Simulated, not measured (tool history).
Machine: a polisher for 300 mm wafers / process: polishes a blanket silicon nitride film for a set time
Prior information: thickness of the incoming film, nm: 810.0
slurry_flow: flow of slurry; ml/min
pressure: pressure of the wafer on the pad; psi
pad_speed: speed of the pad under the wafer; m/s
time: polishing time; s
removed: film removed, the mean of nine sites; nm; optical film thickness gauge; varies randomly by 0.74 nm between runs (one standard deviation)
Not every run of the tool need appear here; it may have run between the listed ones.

run  hour  slurry_flow  pressure  pad_speed  time  removed
  1   0.0          135       3.7       1.08    45   90.450
  2   1.5          125       3.5       1.08    45   87.139
  3   4.0          125       4.2       1.08    45  102.410
  4   9.2          125       4.1       1.08    45   98.333
  5  15.1          145       4.1       1.08    45  103.070
  6  18.3          145       4.1       1.08    45  104.220
  7  26.9          140       4.0       1.08    45   98.999
  8  28.1          135       3.9       1.08    45   96.182
  9  35.6          130       3.8       1.08    45   93.550

For run 10, what comes out?
 10  41.0          130       3.7       1.08    45        ?

removed: 92.242 nm

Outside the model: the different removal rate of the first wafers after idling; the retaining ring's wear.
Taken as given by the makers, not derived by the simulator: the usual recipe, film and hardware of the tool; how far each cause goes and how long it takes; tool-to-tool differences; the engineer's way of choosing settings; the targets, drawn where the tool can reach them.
